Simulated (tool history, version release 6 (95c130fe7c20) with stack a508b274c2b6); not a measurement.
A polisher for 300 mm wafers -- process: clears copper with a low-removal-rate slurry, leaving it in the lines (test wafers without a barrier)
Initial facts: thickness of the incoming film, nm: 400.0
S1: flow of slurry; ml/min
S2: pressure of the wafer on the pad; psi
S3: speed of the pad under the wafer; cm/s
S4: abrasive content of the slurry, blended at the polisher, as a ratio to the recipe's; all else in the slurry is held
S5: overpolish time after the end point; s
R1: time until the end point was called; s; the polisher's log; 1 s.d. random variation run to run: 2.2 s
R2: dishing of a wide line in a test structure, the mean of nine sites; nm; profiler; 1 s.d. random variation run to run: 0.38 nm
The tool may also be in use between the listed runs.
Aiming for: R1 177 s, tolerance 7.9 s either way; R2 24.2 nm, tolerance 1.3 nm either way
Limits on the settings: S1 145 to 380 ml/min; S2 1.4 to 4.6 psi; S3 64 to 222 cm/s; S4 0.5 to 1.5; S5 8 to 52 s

run,day,S1,S2,S3,S4,S5,R1,R2
1,0,245,3,142,1,26,94.316,54.895
2,0.221,245,3,110,1,26,125.75,47.674
3,0.579,245,2.6,110,1,26,142.77,42.72
4,0.658,245,2.4,112,1,22,150.95,34.879
5,0.842,245,2.4,112,1,17,147.45,28.864
6,0.908,245,2.3,112,1,17,154.95,27.615
7,1.229,245,1.9,112,1,15,189.6,21.01
8,1.404,245,2,112,1,15,180.08,22.065

Exactly one of the 5 candidate moves below puts every result within its allowed miss. Which one?
A,1.579,340,2.5,86,1.05,13,?,?
B,1.579,195,2,100,1.1,16,?,?
C,1.579,165,2,116,1.1,16,?,?
D,1.579,280,1.8,122,1,15,?,?
E,1.579,300,1.9,116,0.95,14,?,?

move,R1,R2
A,176.43,20.205
B,197.94,21.744
C,175.58,24.083
D,177.8,22.463
E,178.38,21.159
A: misses by more than the last run did
B: misses by more than the last run did
C: all results in spec
D: better than the last run, though not everything is in spec
E: misses by more than the last run did
C meets every target.

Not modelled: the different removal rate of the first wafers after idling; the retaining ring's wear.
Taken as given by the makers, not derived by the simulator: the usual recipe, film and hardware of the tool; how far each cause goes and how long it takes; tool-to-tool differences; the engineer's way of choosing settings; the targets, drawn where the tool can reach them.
